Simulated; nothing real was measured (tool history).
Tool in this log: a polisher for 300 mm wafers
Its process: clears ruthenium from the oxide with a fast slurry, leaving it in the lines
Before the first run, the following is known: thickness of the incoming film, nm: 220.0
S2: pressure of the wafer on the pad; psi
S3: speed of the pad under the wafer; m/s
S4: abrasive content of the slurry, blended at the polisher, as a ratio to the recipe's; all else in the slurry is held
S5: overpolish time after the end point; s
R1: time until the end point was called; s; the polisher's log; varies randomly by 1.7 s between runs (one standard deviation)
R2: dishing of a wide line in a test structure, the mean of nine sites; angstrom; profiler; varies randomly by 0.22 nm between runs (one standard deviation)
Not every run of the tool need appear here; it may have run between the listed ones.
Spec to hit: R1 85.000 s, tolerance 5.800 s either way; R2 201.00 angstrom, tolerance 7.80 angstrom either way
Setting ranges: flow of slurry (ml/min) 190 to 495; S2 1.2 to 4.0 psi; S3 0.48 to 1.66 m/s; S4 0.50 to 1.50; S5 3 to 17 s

Run 1, hour 0.0: flow of slurry (ml/min) 320, S2 2.6 psi, S3 1.06 m/s, S4 1.00, S5 9 s. Result: R1 47.183 s, R2 341.37 angstrom.
Run 2, hour 4.0: flow of slurry (ml/min) 245, S2 2.6 psi, S3 1.06 m/s, S4 1.00, S5 9 s. Result: R1 46.772 s, R2 337.65 angstrom.
Run 3, hour 13.1: flow of slurry (ml/min) 245, S2 2.6 psi, S3 1.28 m/s, S4 1.00, S5 9 s. Result: R1 39.653 s, R2 386.33 angstrom.
Run 4, hour 19.1: flow of slurry (ml/min) 245, S2 2.2 psi, S3 1.20 m/s, S4 1.00, S5 9 s. Result: R1 49.140 s, R2 319.29 angstrom.
Run 5, hour 27.6: flow of slurry (ml/min) 245, S2 2.2 psi, S3 1.36 m/s, S4 1.00, S5 9 s. Result: R1 43.824 s, R2 354.93 angstrom.
Run 6, hour 34.1: flow of slurry (ml/min) 245, S2 2.2 psi, S3 1.36 m/s, S4 1.00, S5 11 s. Result: R1 44.121 s, R2 414.53 angstrom.
Run 7, hour 39.1: flow of slurry (ml/min) 245, S2 2.0 psi, S3 1.24 m/s, S4 1.00, S5 10 s. Result: R1 52.651 s, R2 336.10 angstrom.
Run 8, hour 46.9: flow of slurry (ml/min) 245, S2 1.9 psi, S3 1.16 m/s, S4 1.00, S5 10 s. Result: R1 57.110 s, R2 304.56 angstrom.
Run 9, hour 51.1: flow of slurry (ml/min) 245, S2 1.7 psi, S3 1.10 m/s, S4 1.00, S5 10 s. Result: R1 70.403 s, R2 264.62 angstrom.
Run 10, hour 58.6: flow of slurry (ml/min) 245, S2 1.7 psi, S3 1.10 m/s, S4 1.00, S5 10 s. Result: R1 72.328 s, R2 270.86 angstrom.
Run 11, hour 61.3: flow of slurry (ml/min) 245, S2 1.6 psi, S3 1.08 m/s, S4 1.00, S5 9 s. Result: R1 74.749 s, R2 227.17 angstrom.
Run 12, hour 65.1: flow of slurry (ml/min) 245, S2 1.5 psi, S3 1.08 m/s, S4 1.00, S5 9 s. Result: R1 77.272 s, R2 219.55 angstrom.

Which one of the following 5 next-run settings gets every result inside its allowed miss? There is exactly one.
Run A, hour 68.9: flow of slurry (ml/min) 260, S2 1.2 psi, S3 1.00 m/s, S4 1.10, S5 12 s. Result: R1 ?, R2 ?.
Run B, hour 68.9: flow of slurry (ml/min) 335, S2 1.5 psi, S3 1.02 m/s, S4 0.85, S5 9 s. Result: R1 ?, R2 ?.
Run C, hour 68.9: flow of slurry (ml/min) 230, S2 1.3 psi, S3 0.92 m/s, S4 1.05, S5 11 s. Result: R1 ?, R2 ?.
Run D, hour 68.9: flow of slurry (ml/min) 295, S2 1.2 psi, S3 1.30 m/s, S4 0.90, S5 10 s. Result: R1 ?, R2 ?.
Run E, hour 68.9: flow of slurry (ml/min) 285, S2 1.3 psi, S3 1.18 m/s, S4 0.95, S5 10 s. Result: R1 ?, R2 ?.

move       R1      R2
   A  101.900  227.87
   B   87.268  202.28
   C  105.900  203.58
   D   84.160  229.69
   E   84.273  229.42
A: lands further from the targets than the last run did
B: each result inside its tolerance
C: the furthest-off result lands on target, but another misses its tolerance
D: lands further from the targets than the last run did
E: lands further from the targets than the last run did
Correct choice: B, which meets every target
